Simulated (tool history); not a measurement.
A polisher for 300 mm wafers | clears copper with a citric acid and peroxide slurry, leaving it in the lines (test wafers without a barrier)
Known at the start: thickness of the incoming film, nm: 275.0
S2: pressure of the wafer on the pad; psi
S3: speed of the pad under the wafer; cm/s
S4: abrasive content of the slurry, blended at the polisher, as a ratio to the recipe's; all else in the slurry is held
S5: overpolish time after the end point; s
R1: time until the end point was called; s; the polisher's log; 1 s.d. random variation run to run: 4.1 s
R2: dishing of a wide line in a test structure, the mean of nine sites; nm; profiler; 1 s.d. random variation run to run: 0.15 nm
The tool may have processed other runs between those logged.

{"run": 1, "hour": 0.0, "flow of slurry (ml/min)": 145, "S2": 2.6, "S3": 98, "S4": 1, "S5": 28, "R1": 157.2, "R2": 39.228}
{"run": 2, "hour": 1.9, "flow of slurry (ml/min)": 155, "S2": 2.6, "S3": 98, "S4": 1, "S5": 28, "R1": 155.68, "R2": 39.835}
{"run": 3, "hour": 10.1, "flow of slurry (ml/min)": 175, "S2": 2.6, "S3": 98, "S4": 1, "S5": 28, "R1": 156.71, "R2": 38.816}
{"run": 4, "hour": 13.6, "flow of slurry (ml/min)": 175, "S2": 2.6, "S3": 98, "S4": 1, "S5": 17, "R1": 156.74, "R2": 25.62}
{"run": 5, "hour": 15.4, "flow of slurry (ml/min)": 175, "S2": 2.6, "S3": 98, "S4": 1.15, "S5": 17, "R1": 151.91, "R2": 25.755}
{"run": 6, "hour": 17.3, "flow of slurry (ml/min)": 190, "S2": 2.2, "S3": 96, "S4": 1.25, "S5": 14, "R1": 168.81, "R2": 19.192}
{"run": 7, "hour": 25.1, "flow of slurry (ml/min)": 200, "S2": 1.9, "S3": 94, "S4": 1.35, "S5": 12, "R1": 195.45, "R2": 14.704}

The next listed run, before its measurement:
{"run": 8, "hour": 27.6, "flow of slurry (ml/min)": 210, "S2": 1.7, "S3": 98, "S4": 1.4, "S5": 11, "R1": "?", "R2": "?"}

{"run 8": {"R1": 196.38, "R2": 13.45}}
